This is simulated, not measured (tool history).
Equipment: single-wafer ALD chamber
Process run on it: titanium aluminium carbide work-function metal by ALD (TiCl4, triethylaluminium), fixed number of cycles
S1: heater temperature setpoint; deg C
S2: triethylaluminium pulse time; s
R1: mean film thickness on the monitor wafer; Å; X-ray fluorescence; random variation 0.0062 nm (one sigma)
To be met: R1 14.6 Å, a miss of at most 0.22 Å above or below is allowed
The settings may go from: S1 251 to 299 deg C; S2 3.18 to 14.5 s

Run 1, day 0: S1 275 deg C, S2 8.84 s. Result: R1 18.081 Å.
Run 2, day 0.146: S1 275 deg C, S2 10.12 s. Result: R1 18.475 Å.
Run 3, day 0.454: S1 275 deg C, S2 8.38 s. Result: R1 17.972 Å.
Run 4, day 0.633: S1 275 deg C, S2 6.31 s. Result: R1 16.456 Å.
Run 5, day 0.742: S1 268 deg C, S2 6.06 s. Result: R1 15.701 Å.
Run 6, day 1.029: S1 273 deg C, S2 6.06 s. Result: R1 16.03 Å.
Run 7, day 1.204: S1 268 deg C, S2 5.93 s. Result: R1 15.597 Å.
Run 8, day 1.438: S1 265 deg C, S2 5.85 s. Result: R1 15.264 Å.
Run 9, day 1.792: S1 257 deg C, S2 5.49 s. Result: R1 14.214 Å.

Consider the 5 candidate settings below. Which is the only one whose results all fall within their allowed miss of target?
Run A, day 2.146: S1 254 deg C, S2 5.99 s. Result: R1 ?.
Run B, day 2.146: S1 254 deg C, S2 6.59 s. Result: R1 ?.
Run C, day 2.146: S1 258 deg C, S2 6.3 s. Result: R1 ?.
Run D, day 2.146: S1 263 deg C, S2 5.86 s. Result: R1 ?.
Run E, day 2.146: S1 260 deg C, S2 6.1 s. Result: R1 ?.

move      R1
   A  14.621
   B  15.191
   C  15.216
   D  15.099
   E  15.157
A: in spec on every target
B: takes the biggest miss from the last run beyond its target
C: takes the biggest miss from the last run beyond its target
D: takes the biggest miss from the last run beyond its target
E: takes the biggest miss from the last run beyond its target
A is the move that brings every result within its allowed miss.
